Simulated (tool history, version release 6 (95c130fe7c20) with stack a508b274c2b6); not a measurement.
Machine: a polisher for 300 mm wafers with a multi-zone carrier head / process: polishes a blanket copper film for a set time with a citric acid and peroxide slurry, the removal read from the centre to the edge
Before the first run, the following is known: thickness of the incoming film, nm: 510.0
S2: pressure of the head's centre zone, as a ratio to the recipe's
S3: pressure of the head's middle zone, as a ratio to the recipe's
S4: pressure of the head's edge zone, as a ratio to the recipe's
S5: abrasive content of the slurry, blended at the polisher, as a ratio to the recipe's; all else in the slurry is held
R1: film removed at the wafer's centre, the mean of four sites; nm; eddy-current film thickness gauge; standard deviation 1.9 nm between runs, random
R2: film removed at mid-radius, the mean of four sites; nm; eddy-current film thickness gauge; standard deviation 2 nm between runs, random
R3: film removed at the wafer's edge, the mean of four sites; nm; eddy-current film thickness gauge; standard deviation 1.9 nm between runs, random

{"run": 1, "hour": 0.0, "flow of slurry (ml/min)": 295, "S2": 1.0, "S3": 1.0, "S4": 1.0, "S5": 1.0, "polishing time (s)": 66, "R1": 158.64, "R2": 156.08, "R3": 152.95}
{"run": 2, "hour": 4.3, "flow of slurry (ml/min)": 295, "S2": 0.98, "S3": 1.0, "S4": 1.03, "S5": 1.1, "polishing time (s)": 69, "R1": 165.75, "R2": 167.53, "R3": 165.1}
{"run": 3, "hour": 12.5, "flow of slurry (ml/min)": 295, "S2": 1.03, "S3": 1.0, "S4": 1.03, "S5": 1.1, "polishing time (s)": 69, "R1": 178.38, "R2": 167.68, "R3": 164.65}
{"run": 4, "hour": 19.4, "flow of slurry (ml/min)": 295, "S2": 1.03, "S3": 1.0, "S4": 1.12, "S5": 1.1, "polishing time (s)": 69, "R1": 175.33, "R2": 168.77, "R3": 174.79}
{"run": 5, "hour": 24.5, "flow of slurry (ml/min)": 295, "S2": 1.01, "S3": 1.0, "S4": 1.13, "S5": 1.15, "polishing time (s)": 71, "R1": 178.71, "R2": 175.88, "R3": 179.99}
{"run": 6, "hour": 29.8, "flow of slurry (ml/min)": 295, "S2": 1.01, "S3": 1.06, "S4": 1.13, "S5": 1.15, "polishing time (s)": 71, "R1": 179.98, "R2": 182.45, "R3": 177.51}
{"run": 7, "hour": 37.1, "flow of slurry (ml/min)": 300, "S2": 0.99, "S3": 1.04, "S4": 1.14, "S5": 1.2, "polishing time (s)": 73, "R1": 183.47, "R2": 185.92, "R3": 190.74}

For run 8, what comes out?
{"run": 8, "hour": 39.0, "flow of slurry (ml/min)": 310, "S2": 0.98, "S3": 1.05, "S4": 1.15, "S5": 1.25, "polishing time (s)": 74, "R1": "?", "R2": "?", "R3": "?"}

R1: 182.61 nm
R2: 193.02 nm
R3: 193.26 nm
